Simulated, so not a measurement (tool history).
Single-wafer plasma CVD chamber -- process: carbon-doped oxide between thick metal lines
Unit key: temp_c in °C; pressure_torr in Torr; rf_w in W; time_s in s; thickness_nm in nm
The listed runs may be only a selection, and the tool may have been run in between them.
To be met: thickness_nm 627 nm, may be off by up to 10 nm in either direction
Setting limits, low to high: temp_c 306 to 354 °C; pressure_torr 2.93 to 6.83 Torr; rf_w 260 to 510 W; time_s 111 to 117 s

{"run": 1, "hour": 0.0, "temp_c": 330, "pressure_torr": 4.88, "rf_w": 385, "time_s": 117, "thickness_nm": 548.96}
{"run": 2, "hour": 3.9, "temp_c": 330, "pressure_torr": 4.88, "rf_w": 430, "time_s": 117, "thickness_nm": 593.04}
{"run": 3, "hour": 7.0, "temp_c": 330, "pressure_torr": 4.46, "rf_w": 430, "time_s": 117, "thickness_nm": 588.78}
{"run": 4, "hour": 11.8, "temp_c": 330, "pressure_torr": 4.85, "rf_w": 430, "time_s": 117, "thickness_nm": 596.87}
{"run": 5, "hour": 19.0, "temp_c": 329, "pressure_torr": 4.9, "rf_w": 430, "time_s": 117, "thickness_nm": 604.86}
{"run": 6, "hour": 22.7, "temp_c": 329, "pressure_torr": 4.9, "rf_w": 430, "time_s": 117, "thickness_nm": 603.63}
{"run": 7, "hour": 27.8, "temp_c": 328, "pressure_torr": 4.92, "rf_w": 430, "time_s": 117, "thickness_nm": 606.89}
{"run": 8, "hour": 29.0, "temp_c": 327, "pressure_torr": 4.93, "rf_w": 430, "time_s": 117, "thickness_nm": 605.03}
{"run": 9, "hour": 34.3, "temp_c": 326, "pressure_torr": 4.97, "rf_w": 430, "time_s": 117, "thickness_nm": 607.59}
{"run": 10, "hour": 42.2, "temp_c": 325, "pressure_torr": 5.01, "rf_w": 430, "time_s": 117, "thickness_nm": 611.13}
{"run": 11, "hour": 47.8, "temp_c": 325, "pressure_torr": 5.01, "rf_w": 430, "time_s": 117, "thickness_nm": 612.53}
{"run": 12, "hour": 53.6, "temp_c": 324, "pressure_torr": 5.03, "rf_w": 430, "time_s": 117, "thickness_nm": 615.43}
{"run": 13, "hour": 61.6, "temp_c": 324, "pressure_torr": 5.04, "rf_w": 430, "time_s": 117, "thickness_nm": 615.86}

Below are 4 possible settings for the next run. Only one of them brings all results inside the allowed miss of their targets. Which is it?
{"run": "A", "hour": 69.6, "temp_c": 319, "pressure_torr": 5, "rf_w": 440, "time_s": 114, "thickness_nm": "?"}
{"run": "B", "hour": 69.6, "temp_c": 321, "pressure_torr": 4.74, "rf_w": 430, "time_s": 116, "thickness_nm": "?"}
{"run": "C", "hour": 69.6, "temp_c": 321, "pressure_torr": 5.35, "rf_w": 425, "time_s": 113, "thickness_nm": "?"}
{"run": "D", "hour": 69.6, "temp_c": 323, "pressure_torr": 5.72, "rf_w": 415, "time_s": 117, "thickness_nm": "?"}

move=A thickness_nm=622.78
move=B thickness_nm=611.45
move=C thickness_nm=602.21
move=D thickness_nm=612.57
A: hits every target within its allowed miss
B: lands further from the targets than the last run did
C: lands further from the targets than the last run did
D: lands further from the targets than the last run did
The move that meets every target is A.
